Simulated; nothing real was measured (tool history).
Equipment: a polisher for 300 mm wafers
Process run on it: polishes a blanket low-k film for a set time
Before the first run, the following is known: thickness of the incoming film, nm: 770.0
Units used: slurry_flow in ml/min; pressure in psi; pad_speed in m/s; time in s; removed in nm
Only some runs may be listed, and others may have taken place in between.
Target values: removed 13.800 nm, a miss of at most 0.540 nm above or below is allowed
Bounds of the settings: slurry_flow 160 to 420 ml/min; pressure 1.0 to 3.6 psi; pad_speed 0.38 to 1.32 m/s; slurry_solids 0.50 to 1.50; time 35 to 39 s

run,day,slurry_flow,pressure,pad_speed,slurry_solids,time,removed
1,0.000,270,2.3,0.84,1.00,39,18.450
2,0.096,270,2.3,1.04,1.00,39,20.885
3,0.317,270,2.1,1.04,1.00,39,19.784
4,0.688,270,2.1,1.04,1.20,39,21.055
5,1.046,270,1.9,1.04,1.20,39,19.599
6,1.192,270,1.7,1.04,1.20,39,17.827
7,1.412,270,1.6,1.04,1.20,39,17.075
8,1.729,270,1.6,1.04,1.20,39,16.899
9,1.958,270,1.5,1.04,1.20,39,16.111
10,2.133,270,1.4,1.04,1.20,39,15.142
11,2.462,270,1.3,1.04,1.20,39,14.541

Below are 4 possible settings for the next run. Only one of them brings all results inside the allowed miss of their targets. Which is it?
A,2.792,330,1.4,1.00,1.05,37,?
B,2.792,240,1.3,1.16,1.25,39,?
C,2.792,300,1.7,1.10,0.80,39,?
D,2.792,275,1.4,1.06,1.10,39,?

move,removed
A,13.589
B,15.542
C,15.743
D,14.932
A: every result lands within tolerance
B: moves away from the targets compared with the last run
C: moves away from the targets compared with the last run
D: moves away from the targets compared with the last run
A meets every target.
